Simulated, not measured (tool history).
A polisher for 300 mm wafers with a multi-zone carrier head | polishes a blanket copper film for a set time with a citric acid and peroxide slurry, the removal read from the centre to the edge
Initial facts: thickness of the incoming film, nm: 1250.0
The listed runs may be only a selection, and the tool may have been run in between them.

| run | hour | flow of slurry (ml/min) | pressure of the head's centre zone | pressure of the head's middle zone | pressure of the head's edge zone | abrasive content of the slurry | polishing time (s) | film removed at the wafer's centre (Å) | film removed at mid-radius (Å) | film removed at the wafer's edge (Å) |
|---|---|---|---|---|---|---|---|---|---|---|
| 1 | 0.0 | 195 | 1.00 | 1.00 | 1.00 | 1.0 | 71 | 1407.9 | 1394.1 | 1404.9 |
| 2 | 1.2 | 195 | 1.00 | 1.00 | 1.00 | 1.0 | 82 | 1640.2 | 1579.9 | 1611.3 |
| 3 | 2.0 | 240 | 1.00 | 1.00 | 1.00 | 1.0 | 82 | 1683.9 | 1621.7 | 1644.7 |
| 4 | 10.6 | 240 | 1.00 | 0.95 | 1.00 | 1.0 | 82 | 1666.2 | 1529.0 | 1681.8 |
| 5 | 17.9 | 240 | 1.00 | 1.00 | 1.00 | 1.0 | 82 | 1711.3 | 1645.1 | 1659.0 |
| 6 | 21.5 | 240 | 1.00 | 1.00 | 0.95 | 1.0 | 82 | 1707.7 | 1601.5 | 1640.9 |
| 7 | 29.8 | 235 | 1.00 | 1.02 | 0.94 | 0.9 | 76 | 1455.4 | 1465.6 | 1415.1 |

Expected results for the next run?
| 8 | 37.4 | 230 | 1.01 | 1.03 | 0.92 | 0.8 | 74 | ? | ? | ? |

{"run 8": {"film removed at the wafer's centre (Å)": 1443.8, "film removed at mid-radius (Å)": 1382.2, "film removed at the wafer's edge (Å)": 1329.8}}

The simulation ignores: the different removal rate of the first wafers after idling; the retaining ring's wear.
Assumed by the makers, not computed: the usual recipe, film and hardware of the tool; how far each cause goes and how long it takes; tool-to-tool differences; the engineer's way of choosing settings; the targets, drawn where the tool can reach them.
